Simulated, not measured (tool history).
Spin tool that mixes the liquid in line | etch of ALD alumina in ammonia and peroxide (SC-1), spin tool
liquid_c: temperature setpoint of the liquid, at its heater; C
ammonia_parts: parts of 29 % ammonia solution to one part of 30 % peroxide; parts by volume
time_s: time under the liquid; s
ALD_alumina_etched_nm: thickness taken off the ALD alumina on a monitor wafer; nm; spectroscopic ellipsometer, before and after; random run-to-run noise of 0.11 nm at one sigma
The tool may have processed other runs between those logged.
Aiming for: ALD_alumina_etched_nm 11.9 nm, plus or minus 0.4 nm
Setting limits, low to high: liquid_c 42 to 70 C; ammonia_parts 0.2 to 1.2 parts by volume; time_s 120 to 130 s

run	hour	liquid_c	ammonia_parts	time_s	ALD_alumina_etched_nm
1	0	58	0.75	120	7.0942
2	5.8	58	0.75	130	7.6929
3	12.4	59.5	0.75	130	8.1055
4	13.7	61.5	0.75	130	9.1149
# hour 18.7: ammonia flow meter replaced
5	18.7	61.5	0.5	130	8.7994
6	23.4	59	0.5	130	7.6178
7	30.2	59	0.5	130	7.83
8	32.2	61	0.5	130	8.6126
9	34.6	62.5	0.5	130	9.2221
10	42	68.5	0.5	130	12.389

Exactly one of the 4 candidate moves below puts every result within its allowed miss. Which one?
A	49.4	70	0.4	130	?
B	49.4	68.5	0.65	130	?
C	49.4	69.5	0.55	125	?
D	49.4	68.5	0.5	125	?

move	ALD_alumina_etched_nm
A	13.156
B	12.811
C	12.726
D	12.017
A: the biggest miss grows against the last run
B: the biggest miss grows against the last run
C: the biggest miss grows against the last run
D: hits every target within its allowed miss
Move D is the one to make.
